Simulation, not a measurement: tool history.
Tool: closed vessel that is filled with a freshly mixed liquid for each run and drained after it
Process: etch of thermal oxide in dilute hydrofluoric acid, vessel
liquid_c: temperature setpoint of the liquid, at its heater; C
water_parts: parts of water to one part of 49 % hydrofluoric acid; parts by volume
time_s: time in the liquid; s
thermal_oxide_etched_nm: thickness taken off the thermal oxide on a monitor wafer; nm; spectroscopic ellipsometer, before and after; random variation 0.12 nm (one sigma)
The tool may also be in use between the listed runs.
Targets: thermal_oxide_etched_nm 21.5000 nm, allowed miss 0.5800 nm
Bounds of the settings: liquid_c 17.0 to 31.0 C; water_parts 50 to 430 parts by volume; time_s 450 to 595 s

run,hour,liquid_c,water_parts,time_s,thermal_oxide_etched_nm
1,0.0,23.0,240,595,10.1920
2,1.1,20.0,240,595,9.1260
3,9.9,20.0,240,595,9.1535
4,17.9,20.0,275,595,7.6584
5,19.1,21.0,260,595,8.5109
6,27.8,22.0,245,595,9.4993
7,35.7,23.0,230,595,10.6740
8,42.3,24.0,220,595,11.7390
9,47.8,25.0,210,595,12.9390
10,48.9,29.0,145,595,23.3540
11,54.1,28.0,145,595,22.3170

Which of these 5 next moves meets every target?
A,59.3,29.5,145,595,?
B,59.3,31.0,155,595,?
C,59.3,30.0,160,595,?
D,59.3,26.0,135,595,?
E,59.3,26.5,135,595,?

move,thermal_oxide_etched_nm
A,23.8300
B,23.2160
C,21.5630
D,22.7660
E,23.2000
A: further off than the last run
B: further off than the last run
C: meets every target
D: further off than the last run
E: further off than the last run
The right move is C.

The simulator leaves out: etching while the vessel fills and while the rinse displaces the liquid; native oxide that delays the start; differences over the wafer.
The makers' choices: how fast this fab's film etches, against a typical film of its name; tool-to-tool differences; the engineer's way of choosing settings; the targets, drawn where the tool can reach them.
